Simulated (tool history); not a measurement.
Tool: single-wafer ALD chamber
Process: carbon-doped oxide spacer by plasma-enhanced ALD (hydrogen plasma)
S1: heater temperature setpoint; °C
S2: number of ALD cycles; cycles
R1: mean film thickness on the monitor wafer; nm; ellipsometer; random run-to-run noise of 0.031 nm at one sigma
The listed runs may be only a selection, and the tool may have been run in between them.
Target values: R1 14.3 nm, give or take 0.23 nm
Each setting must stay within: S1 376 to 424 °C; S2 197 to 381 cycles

Run 1, hour 0: S1 400 °C, S2 289 cycles. Result: R1 16.398 nm.
Run 2, hour 6: S1 405 °C, S2 289 cycles. Result: R1 16.194 nm.
Run 3, hour 13.3: S1 405 °C, S2 329 cycles. Result: R1 18.424 nm.
Run 4, hour 16.5: S1 415 °C, S2 329 cycles. Result: R1 17.743 nm.
Run 5, hour 19.8: S1 422 °C, S2 329 cycles. Result: R1 17.368 nm.
Run 6, hour 26.2: S1 422 °C, S2 298 cycles. Result: R1 15.691 nm.
Run 7, hour 31.6: S1 422 °C, S2 291 cycles. Result: R1 15.31 nm.
Run 8, hour 33: S1 422 °C, S2 286 cycles. Result: R1 15.039 nm.
Run 9, hour 35.2: S1 422 °C, S2 283 cycles. Result: R1 14.88 nm.
Run 10, hour 40: S1 422 °C, S2 280 cycles. Result: R1 14.783 nm.
Run 11, hour 43.5: S1 422 °C, S2 278 cycles. Result: R1 14.652 nm.
Run 12, hour 46.6: S1 422 °C, S2 277 cycles. Result: R1 14.545 nm.

Below are 5 possible settings for the next run. Only one of them brings all results inside the allowed miss of their targets. Which is it?
Run A, hour 49.7: S1 413 °C, S2 263 cycles. Result: R1 ?.
Run B, hour 49.7: S1 424 °C, S2 265 cycles. Result: R1 ?.
Run C, hour 49.7: S1 424 °C, S2 261 cycles. Result: R1 ?.
Run D, hour 49.7: S1 403 °C, S2 243 cycles. Result: R1 ?.
Run E, hour 49.7: S1 420 °C, S2 261 cycles. Result: R1 ?.

move      R1
   A  14.327
   B  13.867
   C  13.658
   D  13.711
   E  13.861
A: in spec on every target
B: takes the result that was furthest off past its target
C: takes the result that was furthest off past its target
D: takes the result that was furthest off past its target
E: takes the result that was furthest off past its target
Correct choice: A, which meets every target
